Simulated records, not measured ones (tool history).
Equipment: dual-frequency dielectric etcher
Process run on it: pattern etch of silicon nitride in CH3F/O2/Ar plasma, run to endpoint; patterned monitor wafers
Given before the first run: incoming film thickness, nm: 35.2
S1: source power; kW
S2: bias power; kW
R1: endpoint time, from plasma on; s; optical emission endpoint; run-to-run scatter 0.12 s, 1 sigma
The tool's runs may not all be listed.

Run 1, day 0: S1 0.47 kW, S2 0.083 kW. Result: R1 43.612 s.
Run 2, day 0.258: S1 0.47 kW, S2 0.075 kW. Result: R1 45.143 s.
Run 3, day 0.567: S1 0.51 kW, S2 0.075 kW. Result: R1 43.649 s.
Run 4, day 0.783: S1 0.51 kW, S2 0.06 kW. Result: R1 48.127 s.
Run 5, day 0.846: S1 0.51 kW, S2 0.069 kW. Result: R1 45 s.
Run 6, day 0.888: S1 0.56 kW, S2 0.071 kW. Result: R1 42.956 s.

Forecast run 7:
Run 7, day 1.054: S1 0.56 kW, S2 0.071 kW. Result: R1 ?.

Run 7 gave R1 42.889 s.

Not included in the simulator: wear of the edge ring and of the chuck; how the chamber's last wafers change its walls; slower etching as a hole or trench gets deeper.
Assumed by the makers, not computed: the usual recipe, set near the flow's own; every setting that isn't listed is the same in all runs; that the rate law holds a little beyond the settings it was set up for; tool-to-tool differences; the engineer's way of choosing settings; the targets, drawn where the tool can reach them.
